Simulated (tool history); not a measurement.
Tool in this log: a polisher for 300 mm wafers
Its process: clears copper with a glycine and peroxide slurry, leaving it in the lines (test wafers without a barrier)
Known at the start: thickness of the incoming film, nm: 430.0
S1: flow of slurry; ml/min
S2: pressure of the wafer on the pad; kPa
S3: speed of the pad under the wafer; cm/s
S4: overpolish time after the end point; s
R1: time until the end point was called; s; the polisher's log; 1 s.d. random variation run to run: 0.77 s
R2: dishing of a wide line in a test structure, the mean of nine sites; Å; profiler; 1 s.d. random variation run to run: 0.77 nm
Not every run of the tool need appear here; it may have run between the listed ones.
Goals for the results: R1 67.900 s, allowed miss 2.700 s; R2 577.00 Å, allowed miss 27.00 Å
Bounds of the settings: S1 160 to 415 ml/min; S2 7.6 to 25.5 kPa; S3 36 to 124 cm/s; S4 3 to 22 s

run	hour	S1	S2	S3	S4	R1	R2
1	0.0	265	16.5	80	11	85.727	364.80
2	2.5	265	17.2	80	12	83.759	402.75
3	5.8	215	17.2	80	12	82.757	402.09
4	14.5	265	17.2	80	12	81.378	410.04
5	21.1	265	17.2	80	16	81.905	510.35
6	28.8	265	17.9	80	16	77.416	520.69
7	32.6	265	18.6	80	16	76.393	524.59
8	37.7	265	19.3	80	16	75.168	545.20
9	41.1	265	20.0	80	16	72.120	570.18
10	42.4	265	20.7	80	16	71.018	569.94

Pick the move, out of 4, that brings all results within their allowed miss; only one does.
A	43.7	285	22.1	70	15	?	?
B	43.7	325	16.5	92	15	?	?
C	43.7	325	22.1	76	15	?	?
D	43.7	240	23.4	66	17	?	?

move	R1	R2
A	74.077	531.29
B	74.006	516.29
C	68.525	561.50
D	75.393	578.88
A: the biggest miss grows against the last run
B: the biggest miss grows against the last run
C: meets every target
D: the biggest miss grows against the last run
Correct choice: C, which meets every target
